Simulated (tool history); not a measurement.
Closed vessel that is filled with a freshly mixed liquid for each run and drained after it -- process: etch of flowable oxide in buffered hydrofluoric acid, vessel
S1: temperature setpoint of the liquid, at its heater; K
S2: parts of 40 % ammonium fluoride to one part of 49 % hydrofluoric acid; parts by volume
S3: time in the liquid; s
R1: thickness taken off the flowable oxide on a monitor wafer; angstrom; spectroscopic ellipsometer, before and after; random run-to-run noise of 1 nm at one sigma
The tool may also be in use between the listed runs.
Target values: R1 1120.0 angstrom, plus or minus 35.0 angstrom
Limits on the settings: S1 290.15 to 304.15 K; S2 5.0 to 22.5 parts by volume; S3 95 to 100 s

run  hour      S1    S2  S3      R1
  1   0.0  296.15  13.5  95  1405.2
  2   2.5  295.65  13.5  95  1379.4
  3  10.8  295.65  12.0  95  1519.2
  4  15.7  295.65  13.5  95  1373.1
  5  18.6  297.65  13.5  95  1527.8
  6  24.2  296.65  13.5  95  1451.4
  7  25.9  295.65  13.5  95  1389.4
  8  30.7  294.65  13.5  95  1310.2
  9  36.0  294.15  13.5  95  1268.7

Which single option among these 5 for the next run brings every result within its allowed miss of target? Just one does.
  A  41.3  294.15  13.0  100   ?
  B  41.3  298.65  16.5  100   ?
  C  41.3  292.65  11.5   95   ?
  D  41.3  296.15  13.5  100   ?
  E  41.3  293.65  15.5  100   ?

move      R1
   A  1395.1
   B  1413.1
   C  1374.1
   D  1501.7
   E  1141.5
A: its largest miss is bigger than the last run's
B: its largest miss is bigger than the last run's
C: its largest miss is bigger than the last run's
D: its largest miss is bigger than the last run's
E: meets every target
The move that meets every target is E.
